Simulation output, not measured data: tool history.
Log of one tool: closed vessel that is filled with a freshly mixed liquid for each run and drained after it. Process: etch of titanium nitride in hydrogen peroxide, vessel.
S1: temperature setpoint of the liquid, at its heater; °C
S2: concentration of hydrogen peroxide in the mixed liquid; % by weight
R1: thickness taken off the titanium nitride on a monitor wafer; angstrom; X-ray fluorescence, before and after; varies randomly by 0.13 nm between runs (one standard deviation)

Run 1, hour 0: S1 50 °C, S2 18.5 % by weight, time in the liquid (s) 175. Result: R1 76.734 angstrom.
Run 2, hour 6.7: S1 51 °C, S2 18.5 % by weight, time in the liquid (s) 175. Result: R1 83.334 angstrom.
Run 3, hour 9.9: S1 52 °C, S2 18.5 % by weight, time in the liquid (s) 175. Result: R1 89.33 angstrom.
Run 4, hour 11.6: S1 52 °C, S2 18.5 % by weight, time in the liquid (s) 190. Result: R1 96.387 angstrom.
Run 5, hour 16: S1 52 °C, S2 21 % by weight, time in the liquid (s) 190. Result: R1 100.08 angstrom.
Run 6, hour 19.2: S1 52 °C, S2 24 % by weight, time in the liquid (s) 190. Result: R1 100.61 angstrom.

Expected results for the next run?
Run 7, hour 22.6: S1 52.5 °C, S2 24 % by weight, time in the liquid (s) 190. Result: R1 ?.

R1: 105.33 angstrom
